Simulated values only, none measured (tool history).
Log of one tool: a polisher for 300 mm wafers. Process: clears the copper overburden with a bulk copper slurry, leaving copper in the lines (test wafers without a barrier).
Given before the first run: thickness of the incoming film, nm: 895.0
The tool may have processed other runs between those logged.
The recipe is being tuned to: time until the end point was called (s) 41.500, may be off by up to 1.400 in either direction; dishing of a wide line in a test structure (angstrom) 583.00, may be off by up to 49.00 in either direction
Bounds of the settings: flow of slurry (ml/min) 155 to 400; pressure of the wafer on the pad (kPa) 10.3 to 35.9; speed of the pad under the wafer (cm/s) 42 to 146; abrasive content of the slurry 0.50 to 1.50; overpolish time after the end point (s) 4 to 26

| run | day | flow of slurry (ml/min) | pressure of the wafer on the pad (kPa) | speed of the pad under the wafer (cm/s) | abrasive content of the slurry | overpolish time after the end point (s) | time until the end point was called (s) | dishing of a wide line in a test structure (angstrom) |
|---|---|---|---|---|---|---|---|---|
| 1 | 0.000 | 255 | 22.8 | 94 | 1.00 | 13 | 79.554 | 505.35 |
| 2 | 0.075 | 255 | 24.8 | 96 | 1.00 | 12 | 72.026 | 524.23 |
| 3 | 0.400 | 255 | 24.8 | 78 | 1.00 | 12 | 88.925 | 492.26 |
| 4 | 0.617 | 285 | 24.8 | 78 | 1.00 | 12 | 87.402 | 456.85 |
| 5 | 0.725 | 250 | 24.8 | 78 | 1.00 | 12 | 89.313 | 471.13 |
| 6 | 0.808 | 250 | 24.8 | 64 | 1.00 | 12 | 107.510 | 449.99 |
| 7 | 0.996 | 260 | 26.9 | 70 | 1.00 | 12 | 92.225 | 486.20 |
| 8 | 1.046 | 270 | 28.3 | 76 | 1.00 | 11 | 78.433 | 489.18 |
| 9 | 1.350 | 315 | 35.2 | 100 | 1.05 | 12 | 48.866 | 584.87 |
| 10 | 1.562 | 315 | 35.2 | 102 | 1.05 | 12 | 48.073 | 552.31 |
| 11 | 1.667 | 315 | 35.2 | 104 | 1.05 | 12 | 46.869 | 547.08 |
| 12 | 1.954 | 315 | 35.2 | 106 | 1.05 | 12 | 45.776 | 562.44 |
| 13 | 2.075 | 315 | 35.2 | 108 | 1.05 | 12 | 44.949 | 565.84 |
| 14 | 2.208 | 315 | 35.9 | 112 | 1.05 | 12 | 43.019 | 579.62 |

Exactly one of the 5 candidate moves below puts every result within its allowed miss. Which one?
| A | 2.342 | 350 | 33.8 | 116 | 0.80 | 11 | ? | ? |
| B | 2.342 | 300 | 32.4 | 114 | 1.15 | 15 | ? | ? |
| C | 2.342 | 305 | 33.1 | 110 | 1.10 | 12 | ? | ? |
| D | 2.342 | 400 | 35.2 | 120 | 0.90 | 17 | ? | ? |
| E | 2.342 | 325 | 35.2 | 106 | 1.20 | 13 | ? | ? |

| move | time until the end point was called (s) | dishing of a wide line in a test structure (angstrom) |
|---|---|---|
| A | 44.743 | 567.20 |
| B | 45.526 | 581.45 |
| C | 46.445 | 570.13 |
| D | 40.614 | 589.67 |
| E | 44.593 | 579.08 |
A: moves away from the targets compared with the last run
B: moves away from the targets compared with the last run
C: moves away from the targets compared with the last run
D: hits every target within its allowed miss
E: moves away from the targets compared with the last run
So the answer is move D, the one that meets all the targets.
